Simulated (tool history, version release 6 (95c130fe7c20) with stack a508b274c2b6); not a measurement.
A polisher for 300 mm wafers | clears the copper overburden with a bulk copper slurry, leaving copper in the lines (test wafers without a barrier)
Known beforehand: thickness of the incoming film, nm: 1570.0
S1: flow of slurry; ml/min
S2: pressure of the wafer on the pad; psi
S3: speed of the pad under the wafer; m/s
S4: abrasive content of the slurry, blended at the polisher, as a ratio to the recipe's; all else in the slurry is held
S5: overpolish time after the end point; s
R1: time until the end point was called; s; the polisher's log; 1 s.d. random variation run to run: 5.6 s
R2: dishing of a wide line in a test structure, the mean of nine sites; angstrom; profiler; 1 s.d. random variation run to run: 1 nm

run  hour   S1   S2    S3  S4  S5      R1      R2
  1     0  210  3.1  1.12   1  29  182.99    1196
  2   8.8  210  2.9   1.1   1  31  202.65  1177.3
  3  10.9  210  2.7   1.1   1  32   217.9  1141.6
  4  17.4  210  2.7   1.1   1  25  210.27  1017.4
  5  22.7  210  2.5  1.08   1  27  233.67  979.98
  6  23.9  210  2.4  1.06   1  29  239.69  1000.9
  7  26.1  205  1.5  0.94   1  42   387.7  897.13

What does the tool deliver on the next run?
  8  30.6  210  1.9  0.94   1  41   ?   ?

Run 8 gave R1 315.56 s, R2 990.9 angstrom.
